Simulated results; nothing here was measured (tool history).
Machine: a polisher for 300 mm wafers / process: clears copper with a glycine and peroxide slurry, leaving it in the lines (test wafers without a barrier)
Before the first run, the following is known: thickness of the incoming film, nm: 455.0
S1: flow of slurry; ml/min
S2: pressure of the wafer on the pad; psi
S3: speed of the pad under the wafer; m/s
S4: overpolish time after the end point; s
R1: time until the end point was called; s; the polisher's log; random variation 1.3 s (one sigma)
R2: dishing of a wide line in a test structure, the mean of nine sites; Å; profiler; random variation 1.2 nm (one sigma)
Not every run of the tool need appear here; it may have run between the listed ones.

{"run": 1, "hour": 0.0, "S1": 200, "S2": 3.4, "S3": 0.8, "S4": 18, "R1": 67.864, "R2": 771.48}
{"run": 2, "hour": 8.3, "S1": 200, "S2": 3.4, "S3": 0.98, "S4": 18, "R1": 61.398, "R2": 769.78}
{"run": 3, "hour": 14.8, "S1": 200, "S2": 3.2, "S3": 0.98, "S4": 18, "R1": 63.829, "R2": 768.62}
{"run": 4, "hour": 19.3, "S1": 200, "S2": 3.2, "S3": 0.98, "S4": 11, "R1": 65.341, "R2": 528.51}
{"run": 5, "hour": 28.0, "S1": 200, "S2": 3.6, "S3": 0.98, "S4": 11, "R1": 58.14, "R2": 569.53}
{"run": 6, "hour": 33.3, "S1": 200, "S2": 3.4, "S3": 0.96, "S4": 12, "R1": 62.669, "R2": 573.03}
{"run": 7, "hour": 34.8, "S1": 200, "S2": 3.2, "S3": 0.94, "S4": 13, "R1": 65.755, "R2": 585.63}
{"run": 8, "hour": 41.3, "S1": 200, "S2": 3, "S3": 0.92, "S4": 13, "R1": 69.582, "R2": 550.83}

Forecast run 9:
{"run": 9, "hour": 43.8, "S1": 200, "S2": 2.9, "S3": 0.9, "S4": 14, "R1": "?", "R2": "?"}

{"run 9": {"R1": 76.192, "R2": 570.88}}

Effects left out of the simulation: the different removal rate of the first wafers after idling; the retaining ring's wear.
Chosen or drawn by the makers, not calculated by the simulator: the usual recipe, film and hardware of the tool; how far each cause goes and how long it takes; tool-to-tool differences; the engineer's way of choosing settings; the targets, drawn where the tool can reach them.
